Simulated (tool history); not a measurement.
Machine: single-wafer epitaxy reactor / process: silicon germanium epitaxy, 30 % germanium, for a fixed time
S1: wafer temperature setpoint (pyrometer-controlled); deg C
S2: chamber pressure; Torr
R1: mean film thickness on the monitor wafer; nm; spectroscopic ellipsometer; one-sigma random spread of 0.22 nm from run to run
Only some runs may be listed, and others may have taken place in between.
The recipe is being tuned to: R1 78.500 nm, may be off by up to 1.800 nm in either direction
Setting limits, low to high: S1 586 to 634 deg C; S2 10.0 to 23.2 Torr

run  hour   S1    S2      R1
  1   0.0  610  16.6  68.242
  2   1.1  600  16.6  56.580
  3   2.5  610  16.6  68.194
  4   9.4  610  18.5  71.428
  5  15.7  600  18.5  59.130
  6  21.1  593  18.5  51.860
  7  23.2  597  18.6  56.160
  8  24.7  600  18.7  59.382
  9  33.3  602  18.8  61.815
 10  34.6  602  18.8  61.971
 11  38.7  604  18.8  64.275
 12  41.8  606  18.8  66.877
 13  45.7  607  18.8  67.999
 14  46.3  608  18.8  69.462
 15  54.9  616  19.0  80.403

Which single option among these 5 for the next run brings every result within its allowed miss of target? Just one does.
  A  63.5  614  19.2   ?
  B  63.5  617  19.2   ?
  C  63.5  619  19.8   ?
  D  63.5  620  17.5   ?
  E  63.5  617  20.0   ?

move      R1
   A  77.720
   B  82.061
   C  86.143
   D  83.400
   E  83.436
A: all results land within tolerance of their targets
B: its largest miss is bigger than the last run's
C: its largest miss is bigger than the last run's
D: its largest miss is bigger than the last run's
E: its largest miss is bigger than the last run's
Correct choice: A, which meets every target
